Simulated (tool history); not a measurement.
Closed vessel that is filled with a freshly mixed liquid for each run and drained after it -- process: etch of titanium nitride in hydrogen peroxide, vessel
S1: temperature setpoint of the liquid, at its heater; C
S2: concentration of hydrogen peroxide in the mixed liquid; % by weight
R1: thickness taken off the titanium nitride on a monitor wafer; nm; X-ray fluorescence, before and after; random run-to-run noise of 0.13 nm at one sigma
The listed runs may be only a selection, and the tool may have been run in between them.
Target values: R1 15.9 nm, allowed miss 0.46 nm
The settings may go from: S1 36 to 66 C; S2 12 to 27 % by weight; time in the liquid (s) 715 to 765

Run 1, hour 0: S1 52 C, S2 18 % by weight, time in the liquid (s) 715. Result: R1 19.097 nm.
Run 2, hour 8.7: S1 51.5 C, S2 18 % by weight, time in the liquid (s) 715. Result: R1 18.683 nm.
Run 3, hour 12.7: S1 51.5 C, S2 18 % by weight, time in the liquid (s) 765. Result: R1 19.668 nm.
Run 4, hour 19.5: S1 51.5 C, S2 21.5 % by weight, time in the liquid (s) 765. Result: R1 20.476 nm.
Run 5, hour 24.7: S1 51 C, S2 21.5 % by weight, time in the liquid (s) 765. Result: R1 19.816 nm.
Run 6, hour 27.4: S1 51 C, S2 24 % by weight, time in the liquid (s) 765. Result: R1 20.026 nm.
Run 7, hour 33.5: S1 50.5 C, S2 24 % by weight, time in the liquid (s) 765. Result: R1 19.527 nm.
Run 8, hour 38.7: S1 50 C, S2 24 % by weight, time in the liquid (s) 765. Result: R1 18.86 nm.
Run 9, hour 44.6: S1 49.5 C, S2 24 % by weight, time in the liquid (s) 765. Result: R1 18.178 nm.
Run 10, hour 47.6: S1 49 C, S2 24 % by weight, time in the liquid (s) 765. Result: R1 17.539 nm.

Exercise: of the 4 proposed moves below, exactly one satisfies all targets within the stated allowed misses. Which move is it?
Run A, hour 50.6: S1 51.5 C, S2 22.5 % by weight, time in the liquid (s) 760. Result: R1 ?.
Run B, hour 50.6: S1 48 C, S2 23.5 % by weight, time in the liquid (s) 760. Result: R1 ?.
Run C, hour 50.6: S1 51 C, S2 22 % by weight, time in the liquid (s) 765. Result: R1 ?.
Run D, hour 50.6: S1 49.5 C, S2 18.5 % by weight, time in the liquid (s) 745. Result: R1 ?.

move      R1
   A  20.437
   B  16.015
   C  19.751
   D  16.633
A: moves away from the targets compared with the last run
B: all results land within tolerance of their targets
C: moves away from the targets compared with the last run
D: moves toward the targets from the last run without getting all of them in spec
The right move is B.

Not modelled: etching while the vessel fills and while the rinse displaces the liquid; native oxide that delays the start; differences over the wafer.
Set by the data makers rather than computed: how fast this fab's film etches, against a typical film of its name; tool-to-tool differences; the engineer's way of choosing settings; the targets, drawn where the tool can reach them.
